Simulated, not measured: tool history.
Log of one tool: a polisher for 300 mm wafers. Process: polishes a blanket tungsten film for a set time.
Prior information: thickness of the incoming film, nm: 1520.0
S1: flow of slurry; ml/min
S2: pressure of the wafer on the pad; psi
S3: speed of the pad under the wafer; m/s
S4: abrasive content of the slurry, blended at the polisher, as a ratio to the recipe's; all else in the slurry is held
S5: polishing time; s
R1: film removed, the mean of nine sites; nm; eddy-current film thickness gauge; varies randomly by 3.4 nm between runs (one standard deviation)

run  hour   S1   S2    S3  S4  S5      R1
  1     0  295  4.4  1.08   1  99  524.98
  2   8.3  295  4.2  1.08   1  99  499.16
  3  13.4  295  4.1  1.08   1  99  491.97
  4  21.8  295    4  1.08   1  99  476.96
  5  25.3  295  3.9  1.08   1  99  468.35
  6    26  295  3.8  1.08   1  99   458.3
  7  34.3  295  3.7  1.08   1  99  445.81
  8  37.8  295  3.6  1.08   1  99  420.17

What does the tool deliver on the next run?
  9  45.2  295  3.3  1.08   1  99   ?

R1: 400.61 nm
